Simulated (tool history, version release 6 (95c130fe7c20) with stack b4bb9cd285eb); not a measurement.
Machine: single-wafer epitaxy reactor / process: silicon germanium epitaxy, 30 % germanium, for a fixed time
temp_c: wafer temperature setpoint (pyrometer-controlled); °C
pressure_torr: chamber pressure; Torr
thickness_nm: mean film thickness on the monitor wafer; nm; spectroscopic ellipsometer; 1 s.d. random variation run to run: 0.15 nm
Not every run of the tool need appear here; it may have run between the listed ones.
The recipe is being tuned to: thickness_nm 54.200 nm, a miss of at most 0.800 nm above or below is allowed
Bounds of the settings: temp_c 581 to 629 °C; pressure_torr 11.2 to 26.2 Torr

run  hour  temp_c  pressure_torr  thickness_nm
  1   0.0     605           18.7        67.139
  2   6.6     605           15.6        60.041
  3   9.2     605           18.3        66.481
  4  17.5     605           21.5        72.744
  5  22.9     601           21.5        68.833
  6  24.6     611           21.5        80.409
  7  32.2     605           21.4        72.639
  8  39.1     601           21.4        68.374
  9  46.8     597           21.4        63.911
 10  55.3     595           21.4        62.045
 11  62.9     593           21.4        60.029
 12  69.1     586           21.3        53.071

Pick the move, out of 5, that brings all results within their allowed miss; only one does.
  A  75.3     581           25.8             ?
  B  75.3     597           17.3             ?
  C  75.3     593           18.8             ?
  D  75.3     581           23.6             ?
  E  75.3     584           20.7             ?

move  thickness_nm
   A        54.690
   B        56.620
   C        55.832
   D        52.142
   E        50.947
A: all results in spec
B: takes the biggest miss from the last run beyond its target
C: takes the biggest miss from the last run beyond its target
D: further off than the last run
E: further off than the last run
Move A is the one to make.
